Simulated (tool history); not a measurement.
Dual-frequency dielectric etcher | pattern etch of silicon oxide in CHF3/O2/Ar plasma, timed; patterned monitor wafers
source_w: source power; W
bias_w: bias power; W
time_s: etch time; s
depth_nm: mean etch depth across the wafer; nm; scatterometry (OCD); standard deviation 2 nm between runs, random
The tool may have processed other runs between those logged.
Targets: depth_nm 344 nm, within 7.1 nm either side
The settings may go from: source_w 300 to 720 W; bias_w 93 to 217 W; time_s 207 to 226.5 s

| run | hour | source_w | bias_w | time_s | depth_nm |
|---|---|---|---|---|---|
| 1 | 0 | 510 | 155 | 226.5 | 392.17 |
| 2 | 8.5 | 600 | 155 | 226.5 | 425.17 |
| 3 | 17.2 | 530 | 151 | 226 | 397.16 |
| 4 | 20.9 | 530 | 151 | 226.5 | 396.96 |
| 5 | 23.2 | 480 | 148 | 226 | 376.95 |
| 6 | 26.2 | 480 | 148 | 226.5 | 379.59 |
| 7 | 32.4 | 450 | 146 | 226 | 363.67 |
| 8 | 40.7 | 430 | 145 | 226 | 354.52 |

Exactly one of the 4 candidate moves below puts every result within its allowed miss. Which one?
| A | 49 | 430 | 170 | 213 | ? |
| B | 49 | 450 | 179 | 212 | ? |
| C | 49 | 480 | 157 | 215 | ? |
| D | 49 | 450 | 146 | 214 | ? |

| move | depth_nm |
|---|---|
| A | 356.75 |
| B | 370.99 |
| C | 365.75 |
| D | 342.12 |
A: the biggest miss grows against the last run
B: the biggest miss grows against the last run
C: the biggest miss grows against the last run
D: all results in spec
Move D is the one to make.
